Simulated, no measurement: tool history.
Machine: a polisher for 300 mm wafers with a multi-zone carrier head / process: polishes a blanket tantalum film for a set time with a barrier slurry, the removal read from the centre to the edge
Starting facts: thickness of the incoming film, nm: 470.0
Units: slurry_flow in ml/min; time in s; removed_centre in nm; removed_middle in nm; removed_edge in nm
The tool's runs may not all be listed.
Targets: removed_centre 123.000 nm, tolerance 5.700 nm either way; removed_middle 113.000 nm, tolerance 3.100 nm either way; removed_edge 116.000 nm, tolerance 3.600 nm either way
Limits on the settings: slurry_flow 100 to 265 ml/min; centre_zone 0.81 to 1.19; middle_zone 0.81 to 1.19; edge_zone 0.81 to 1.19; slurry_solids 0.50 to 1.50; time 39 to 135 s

| run | hour | slurry_flow | centre_zone | middle_zone | edge_zone | slurry_solids | time | removed_centre | removed_middle | removed_edge |
|---|---|---|---|---|---|---|---|---|---|---|
| 1 | 0.0 | 170 | 1.00 | 1.00 | 1.00 | 1.00 | 87 | 70.314 | 73.517 | 70.526 |
| 2 | 5.2 | 180 | 1.03 | 1.00 | 1.04 | 1.15 | 92 | 77.663 | 79.988 | 79.919 |
| 3 | 7.2 | 180 | 0.95 | 1.00 | 1.04 | 1.15 | 92 | 71.121 | 79.383 | 80.228 |
| 4 | 9.8 | 190 | 1.01 | 1.01 | 1.05 | 1.25 | 97 | 83.773 | 87.502 | 84.941 |
| 5 | 12.9 | 175 | 1.01 | 1.01 | 1.05 | 1.25 | 97 | 82.691 | 86.814 | 84.608 |
| 6 | 13.8 | 185 | 1.04 | 1.01 | 1.08 | 1.30 | 101 | 92.219 | 90.878 | 92.872 |
| 7 | 21.9 | 190 | 1.06 | 1.03 | 1.10 | 1.35 | 104 | 96.571 | 96.171 | 96.724 |
| 8 | 30.1 | 195 | 1.08 | 1.04 | 1.12 | 1.40 | 107 | 102.960 | 102.940 | 99.870 |
| 9 | 33.2 | 220 | 1.11 | 0.95 | 1.16 | 1.50 | 119 | 118.780 | 107.110 | 114.850 |
| 10 | 37.8 | 225 | 1.11 | 0.96 | 1.16 | 1.50 | 119 | 122.500 | 107.800 | 117.900 |
| 11 | 40.5 | 225 | 1.11 | 0.97 | 1.15 | 1.50 | 119 | 116.340 | 108.420 | 116.660 |
| 12 | 47.5 | 220 | 1.12 | 0.98 | 1.15 | 1.50 | 119 | 120.110 | 110.170 | 115.330 |

5 candidate next runs follow, results not yet known. Just one meets every target within its allowed miss. Identify it.
| A | 54.5 | 215 | 1.03 | 0.99 | 1.19 | 1.50 | 116 | ? | ? | ? |
| B | 54.5 | 205 | 1.18 | 1.03 | 1.18 | 1.50 | 117 | ? | ? | ? |
| C | 54.5 | 205 | 1.12 | 0.94 | 1.16 | 1.50 | 120 | ? | ? | ? |
| D | 54.5 | 255 | 1.01 | 1.01 | 1.17 | 1.50 | 121 | ? | ? | ? |
| E | 54.5 | 230 | 1.10 | 0.97 | 1.18 | 1.45 | 116 | ? | ? | ? |

| move | removed_centre | removed_middle | removed_edge |
|---|---|---|---|
| A | 107.260 | 107.960 | 114.690 |
| B | 122.240 | 111.910 | 114.650 |
| C | 119.280 | 106.310 | 116.680 |
| D | 112.120 | 116.650 | 120.180 |
| E | 114.280 | 106.180 | 114.110 |
A: lands further from the targets than the last run did
B: each result inside its tolerance
C: lands further from the targets than the last run did
D: pushes the last run's worst result past its target
E: lands further from the targets than the last run did
The move that meets every target is B.

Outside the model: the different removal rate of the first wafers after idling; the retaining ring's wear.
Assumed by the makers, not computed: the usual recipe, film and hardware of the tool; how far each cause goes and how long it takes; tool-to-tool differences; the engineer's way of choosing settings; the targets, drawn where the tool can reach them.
